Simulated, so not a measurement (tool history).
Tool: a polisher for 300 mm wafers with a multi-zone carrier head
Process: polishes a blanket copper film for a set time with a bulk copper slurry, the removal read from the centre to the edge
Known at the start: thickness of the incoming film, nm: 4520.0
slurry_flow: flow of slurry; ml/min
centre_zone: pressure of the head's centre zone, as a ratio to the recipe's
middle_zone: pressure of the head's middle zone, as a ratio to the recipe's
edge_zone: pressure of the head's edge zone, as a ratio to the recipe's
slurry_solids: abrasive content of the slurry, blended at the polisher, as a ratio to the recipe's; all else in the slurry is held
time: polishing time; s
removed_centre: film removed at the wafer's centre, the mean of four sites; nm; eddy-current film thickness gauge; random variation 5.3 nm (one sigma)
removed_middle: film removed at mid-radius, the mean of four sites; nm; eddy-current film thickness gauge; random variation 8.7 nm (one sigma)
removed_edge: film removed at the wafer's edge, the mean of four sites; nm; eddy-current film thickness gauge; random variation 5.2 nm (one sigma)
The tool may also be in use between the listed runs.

Run 1, hour 0: slurry_flow 275 ml/min, centre_zone 1, middle_zone 1, edge_zone 1, slurry_solids 1, time 56 s. Result: removed_centre 623.88 nm, removed_middle 606.61 nm, removed_edge 626.08 nm.
Run 2, hour 3.4: slurry_flow 280 ml/min, centre_zone 1, middle_zone 1.02, edge_zone 1.01, slurry_solids 1, time 56 s. Result: removed_centre 614.34 nm, removed_middle 632.02 nm, removed_edge 633.44 nm.
Run 3, hour 11.4: slurry_flow 285 ml/min, centre_zone 1.01, middle_zone 1.03, edge_zone 1.01, slurry_solids 1, time 56 s. Result: removed_centre 612.22 nm, removed_middle 651.52 nm, removed_edge 636.49 nm.
Run 4, hour 14.6: slurry_flow 290 ml/min, centre_zone 1.02, middle_zone 1.03, edge_zone 1.01, slurry_solids 1, time 56 s. Result: removed_centre 619.46 nm, removed_middle 644.35 nm, removed_edge 633.99 nm.
Run 5, hour 23.6: slurry_flow 295 ml/min, centre_zone 1.03, middle_zone 1.04, edge_zone 1.01, slurry_solids 1, time 56 s. Result: removed_centre 637.76 nm, removed_middle 649.82 nm, removed_edge 631.89 nm.
Run 6, hour 28.1: slurry_flow 295 ml/min, centre_zone 1.03, middle_zone 1.04, edge_zone 1.01, slurry_solids 1, time 67 s. Result: removed_centre 763.04 nm, removed_middle 782.62 nm, removed_edge 758.86 nm.
Run 7, hour 29.4: slurry_flow 290 ml/min, centre_zone 1.02, middle_zone 1.04, edge_zone 0.99, slurry_solids 1, time 67 s. Result: removed_centre 754.54 nm, removed_middle 781.73 nm, removed_edge 755.1 nm.
Run 8, hour 32.1: slurry_flow 290 ml/min, centre_zone 1.01, middle_zone 1.04, edge_zone 0.97, slurry_solids 1, time 67 s. Result: removed_centre 751.35 nm, removed_middle 757.09 nm, removed_edge 750.77 nm.
Run 9, hour 32.8: slurry_flow 250 ml/min, centre_zone 0.96, middle_zone 1.14, edge_zone 0.87, slurry_solids 0.8, time 66 s. Result: removed_centre 646.78 nm, removed_middle 753.29 nm, removed_edge 636.54 nm.
Run 10, hour 33.7: slurry_flow 255 ml/min, centre_zone 0.96, middle_zone 1.14, edge_zone 0.88, slurry_solids 0.8, time 66 s. Result: removed_centre 653.5 nm, removed_middle 760.17 nm, removed_edge 654.18 nm.
Run 11, hour 41: slurry_flow 260 ml/min, centre_zone 0.96, middle_zone 1.14, edge_zone 0.88, slurry_solids 0.8, time 66 s. Result: removed_centre 652.87 nm, removed_middle 748.97 nm, removed_edge 638.54 nm.
Run 12, hour 46.1: slurry_flow 260 ml/min, centre_zone 0.96, middle_zone 1.14, edge_zone 0.89, slurry_solids 0.8, time 66 s. Result: removed_centre 648.97 nm, removed_middle 761.1 nm, removed_edge 652.73 nm.
Run 13, hour 50: slurry_flow 265 ml/min, centre_zone 0.96, middle_zone 1.14, edge_zone 0.89, slurry_solids 0.8, time 66 s. Result: removed_centre 652.56 nm, removed_middle 757.68 nm, removed_edge 661.22 nm.

The next listed run, before its measurement:
Run 14, hour 52.5: slurry_flow 270 ml/min, centre_zone 0.96, middle_zone 1.14, edge_zone 0.89, slurry_solids 0.8, time 66 s. Result: removed_centre ?, removed_middle ?, removed_edge ?.

removed_centre: 660.05 nm
removed_middle: 767.06 nm
removed_edge: 654.51 nm
